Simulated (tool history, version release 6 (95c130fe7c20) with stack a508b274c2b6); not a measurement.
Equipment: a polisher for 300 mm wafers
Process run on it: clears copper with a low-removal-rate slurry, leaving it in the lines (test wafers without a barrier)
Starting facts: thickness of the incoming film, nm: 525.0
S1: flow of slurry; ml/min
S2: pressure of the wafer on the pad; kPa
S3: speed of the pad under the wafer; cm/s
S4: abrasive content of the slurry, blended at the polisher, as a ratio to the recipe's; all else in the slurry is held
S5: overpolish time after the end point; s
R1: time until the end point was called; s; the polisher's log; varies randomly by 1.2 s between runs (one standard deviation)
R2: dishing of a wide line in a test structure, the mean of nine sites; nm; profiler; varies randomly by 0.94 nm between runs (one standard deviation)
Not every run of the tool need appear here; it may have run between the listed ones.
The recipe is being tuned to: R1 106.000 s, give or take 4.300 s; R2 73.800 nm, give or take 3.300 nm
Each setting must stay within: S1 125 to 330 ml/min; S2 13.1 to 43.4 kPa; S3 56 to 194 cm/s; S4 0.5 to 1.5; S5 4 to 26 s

run,day,S1,S2,S3,S4,S5,R1,R2
1,0.000,210,28.3,124,1.0,13,102.080,47.936
2,0.183,210,28.3,124,1.0,17,101.450,59.565
3,0.354,210,28.3,148,1.0,17,85.050,68.820
4,0.462,210,28.3,180,1.0,17,70.291,78.096
5,0.488,240,28.3,180,1.0,17,69.257,77.396
6,0.629,240,31.7,180,1.0,17,62.857,87.600
7,0.679,240,28.3,176,1.0,18,70.319,80.651
8,0.958,235,26.2,172,1.0,19,78.120,77.145
9,1.308,210,18.6,168,1.0,24,112.770,69.232

Pick the move, out of 5, that brings all results within their allowed miss; only one does.
A,1.658,190,16.5,162,1.1,26,?,?
B,1.658,220,23.4,142,1.0,24,?,?
C,1.658,125,17.9,168,1.0,24,?,?
D,1.658,125,20.7,156,1.2,24,?,?
E,1.658,230,22.8,134,0.8,26,?,?

move,R1,R2
A,127.540,64.170
B,104.920,72.159
C,127.440,61.049
D,112.850,67.660
E,122.430,68.182
A: its largest miss is bigger than the last run's
B: all results in spec
C: its largest miss is bigger than the last run's
D: its largest miss is bigger than the last run's
E: its largest miss is bigger than the last run's
Correct choice: B, which meets every target
